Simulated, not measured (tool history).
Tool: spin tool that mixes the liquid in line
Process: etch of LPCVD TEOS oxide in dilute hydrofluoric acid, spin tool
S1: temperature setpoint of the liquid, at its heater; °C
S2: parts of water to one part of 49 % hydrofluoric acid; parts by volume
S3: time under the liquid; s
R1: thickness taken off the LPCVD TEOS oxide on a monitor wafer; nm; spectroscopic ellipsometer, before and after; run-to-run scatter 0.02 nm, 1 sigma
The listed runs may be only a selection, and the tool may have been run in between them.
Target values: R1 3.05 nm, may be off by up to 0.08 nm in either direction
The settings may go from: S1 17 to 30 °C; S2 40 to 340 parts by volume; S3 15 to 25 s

Run 1, day 0: S1 22 °C, S2 190 parts by volume, S3 25 s. Result: R1 3.8607 nm.
Run 2, day 0.375: S1 19 °C, S2 190 parts by volume, S3 25 s. Result: R1 3.4599 nm.
Run 3, day 0.408: S1 18.5 °C, S2 195 parts by volume, S3 25 s. Result: R1 3.2551 nm.
Run 4, day 0.717: S1 18 °C, S2 195 parts by volume, S3 25 s. Result: R1 3.2411 nm.
Run 5, day 0.95: S1 17.5 °C, S2 195 parts by volume, S3 25 s. Result: R1 3.1116 nm.
At day 0.983: thermometer replaced.
Run 6, day 0.983: S1 17.5 °C, S2 195 parts by volume, S3 25 s. Result: R1 3.3949 nm.
Run 7, day 1.204: S1 17.5 °C, S2 200 parts by volume, S3 25 s. Result: R1 3.2678 nm.
Run 8, day 1.538: S1 17.5 °C, S2 205 parts by volume, S3 25 s. Result: R1 3.1977 nm.

Pick the move, out of 4, that brings all results within their allowed miss; only one does.
Run A, day 1.871: S1 17.5 °C, S2 195 parts by volume, S3 25 s. Result: R1 ?.
Run B, day 1.871: S1 19 °C, S2 210 parts by volume, S3 25 s. Result: R1 ?.
Run C, day 1.871: S1 17 °C, S2 200 parts by volume, S3 25 s. Result: R1 ?.
Run D, day 1.871: S1 17 °C, S2 135 parts by volume, S3 15 s. Result: R1 ?.

move      R1
   A   3.392
   B  3.2942
   C   3.227
   D  3.0512
A: moves away from the targets compared with the last run
B: moves away from the targets compared with the last run
C: moves away from the targets compared with the last run
D: in spec on every target
Go with D: it meets all targets.

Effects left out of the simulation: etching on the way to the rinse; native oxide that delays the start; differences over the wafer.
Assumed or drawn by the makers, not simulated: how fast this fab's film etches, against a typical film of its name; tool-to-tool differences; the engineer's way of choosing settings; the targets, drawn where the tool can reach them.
